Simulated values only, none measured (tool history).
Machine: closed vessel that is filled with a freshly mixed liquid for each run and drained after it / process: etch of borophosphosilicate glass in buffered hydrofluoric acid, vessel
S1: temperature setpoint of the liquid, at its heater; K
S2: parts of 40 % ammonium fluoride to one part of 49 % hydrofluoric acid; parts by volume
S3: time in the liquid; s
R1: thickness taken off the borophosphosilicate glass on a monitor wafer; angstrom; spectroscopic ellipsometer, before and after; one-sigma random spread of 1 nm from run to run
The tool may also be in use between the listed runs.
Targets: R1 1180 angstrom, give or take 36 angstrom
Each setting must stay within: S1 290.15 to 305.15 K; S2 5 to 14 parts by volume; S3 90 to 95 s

run,hour,S1,S2,S3,R1
1,0,297.15,8.5,90,2011.4
2,2.2,295.65,9,90,1715.8
3,6.7,298.65,9,90,2033.4
4,11.9,297.15,9,90,1860.6
5,17.3,295.65,9,90,1719.1
6,18.5,294.65,9,90,1610.9
7,20.8,294.65,9,90,1649.5
8,27.6,293.65,9,90,1527.1
9,32.9,293.15,9,90,1506.2
10,34.6,292.65,9,90,1439
11,37.5,292.15,9,90,1453.8
12,44.8,291.65,9,90,1384.5
13,49.8,291.15,9,90,1353.1
14,51.1,290.65,9.5,90,1271.1

Exercise: of the 4 proposed moves below, exactly one satisfies all targets within the stated allowed misses. Which move is it?
A,52.4,290.15,10,90,?
B,52.4,290.65,9,95,?
C,52.4,292.65,11,95,?
D,52.4,293.15,10,90,?

move,R1
A,1182.5
B,1373.4
C,1306.9
D,1397.9
A: each result inside its tolerance
B: its largest miss is bigger than the last run's
C: its largest miss is bigger than the last run's
D: its largest miss is bigger than the last run's
Go with A: it meets all targets.
